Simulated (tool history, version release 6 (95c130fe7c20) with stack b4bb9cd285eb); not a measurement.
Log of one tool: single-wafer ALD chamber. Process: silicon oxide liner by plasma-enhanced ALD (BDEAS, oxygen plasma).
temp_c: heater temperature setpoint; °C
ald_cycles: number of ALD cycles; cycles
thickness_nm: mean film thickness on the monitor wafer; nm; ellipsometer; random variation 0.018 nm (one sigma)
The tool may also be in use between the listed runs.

run 1 hour=0 | temp_c=315 ald_cycles=72 | thickness_nm=6.7231
run 2 hour=4.1 | temp_c=319 ald_cycles=72 | thickness_nm=6.7214
run 3 hour=11.7 | temp_c=327 ald_cycles=72 | thickness_nm=6.6285
run 4 hour=19.4 | temp_c=327 ald_cycles=76 | thickness_nm=6.9998
run 5 hour=20.3 | temp_c=328 ald_cycles=69 | thickness_nm=6.3157
run 6 hour=28.4 | temp_c=329 ald_cycles=64 | thickness_nm=5.8763
run 7 hour=29.5 | temp_c=330 ald_cycles=61 | thickness_nm=5.6069

Run 8 comes next. What will it give?
run 8 hour=31.3 | temp_c=332 ald_cycles=55 | thickness_nm=?

Run 8 gave thickness_nm 5.0561 nm.
